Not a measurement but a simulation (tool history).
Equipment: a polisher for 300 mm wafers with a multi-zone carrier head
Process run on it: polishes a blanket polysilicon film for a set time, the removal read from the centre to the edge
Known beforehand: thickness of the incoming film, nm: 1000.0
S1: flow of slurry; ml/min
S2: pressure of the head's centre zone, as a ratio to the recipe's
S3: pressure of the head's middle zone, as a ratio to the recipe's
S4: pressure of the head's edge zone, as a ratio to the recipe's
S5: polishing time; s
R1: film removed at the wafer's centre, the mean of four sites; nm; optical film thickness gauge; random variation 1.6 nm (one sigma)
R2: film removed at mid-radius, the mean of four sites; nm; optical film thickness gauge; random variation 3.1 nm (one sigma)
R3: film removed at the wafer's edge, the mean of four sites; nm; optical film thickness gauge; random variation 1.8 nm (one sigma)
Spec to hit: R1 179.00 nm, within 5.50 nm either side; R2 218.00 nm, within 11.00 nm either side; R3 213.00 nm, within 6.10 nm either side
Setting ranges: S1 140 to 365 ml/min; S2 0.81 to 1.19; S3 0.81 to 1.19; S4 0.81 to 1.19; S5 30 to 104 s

Run 1, hour 0.0: S1 235 ml/min, S2 1.00, S3 1.00, S4 1.00, S5 67 s. Result: R1 337.58 nm, R2 340.97 nm, R3 353.92 nm.
Run 2, hour 0.6: S1 225 ml/min, S2 0.94, S3 1.00, S4 0.96, S5 58 s. Result: R1 275.30 nm, R2 296.71 nm, R3 302.90 nm.
Run 3, hour 2.1: S1 225 ml/min, S2 0.94, S3 1.00, S4 0.96, S5 52 s. Result: R1 246.08 nm, R2 269.46 nm, R3 262.41 nm.
Run 4, hour 5.9: S1 215 ml/min, S2 0.90, S3 0.99, S4 0.95, S5 49 s. Result: R1 223.85 nm, R2 249.38 nm, R3 248.02 nm.
Run 5, hour 14.5: S1 215 ml/min, S2 0.90, S3 0.99, S4 1.01, S5 49 s. Result: R1 218.48 nm, R2 248.04 nm, R3 257.27 nm.
Run 6, hour 15.8: S1 205 ml/min, S2 0.87, S3 0.99, S4 0.98, S5 47 s. Result: R1 203.48 nm, R2 236.79 nm, R3 244.07 nm.
Run 7, hour 18.2: S1 195 ml/min, S2 0.85, S3 0.99, S4 0.95, S5 46 s. Result: R1 194.10 nm, R2 230.67 nm, R3 233.65 nm.
Run 8, hour 24.6: S1 185 ml/min, S2 0.84, S3 0.99, S4 0.92, S5 45 s. Result: R1 183.53 nm, R2 227.86 nm, R3 220.55 nm.
Run 9, hour 30.8: S1 180 ml/min, S2 0.84, S3 0.98, S4 0.91, S5 45 s. Result: R1 183.78 nm, R2 219.21 nm, R3 222.62 nm.
Run 10, hour 38.4: S1 175 ml/min, S2 0.84, S3 0.99, S4 0.90, S5 45 s. Result: R1 182.44 nm, R2 220.81 nm, R3 223.16 nm.
Run 11, hour 40.2: S1 180 ml/min, S2 0.84, S3 0.99, S4 0.88, S5 45 s. Result: R1 184.91 nm, R2 221.51 nm, R3 219.08 nm.
Run 12, hour 41.3: S1 175 ml/min, S2 0.84, S3 0.99, S4 0.87, S5 45 s. Result: R1 185.41 nm, R2 225.74 nm, R3 216.48 nm.

Exercise: of the 5 proposed moves below, exactly one satisfies all targets within the stated allowed misses. Which move is it?
Run A, hour 42.4: S1 210 ml/min, S2 0.86, S3 1.00, S4 0.88, S5 45 s. Result: R1 ?, R2 ?, R3 ?.
Run B, hour 42.4: S1 175 ml/min, S2 0.86, S3 1.02, S4 0.88, S5 42 s. Result: R1 ?, R2 ?, R3 ?.
Run C, hour 42.4: S1 175 ml/min, S2 0.84, S3 1.01, S4 0.89, S5 44 s. Result: R1 ?, R2 ?, R3 ?.
Run D, hour 42.4: S1 170 ml/min, S2 0.82, S3 1.04, S4 0.96, S5 44 s. Result: R1 ?, R2 ?, R3 ?.
Run E, hour 42.4: S1 255 ml/min, S2 0.89, S3 1.03, S4 0.82, S5 44 s. Result: R1 ?, R2 ?, R3 ?.

move      R1      R2      R3
   A  195.13  228.35  220.37
   B  178.66  213.00  203.01
   C  182.77  221.31  213.81
   D  177.85  226.23  220.90
   E  201.36  232.88  211.40
A: its largest miss is bigger than the last run's
B: the furthest-off result lands on target, but another misses its tolerance
C: all results land within tolerance of their targets
D: the furthest-off result lands on target, but another misses its tolerance
E: its largest miss is bigger than the last run's
Move C is the one to make.

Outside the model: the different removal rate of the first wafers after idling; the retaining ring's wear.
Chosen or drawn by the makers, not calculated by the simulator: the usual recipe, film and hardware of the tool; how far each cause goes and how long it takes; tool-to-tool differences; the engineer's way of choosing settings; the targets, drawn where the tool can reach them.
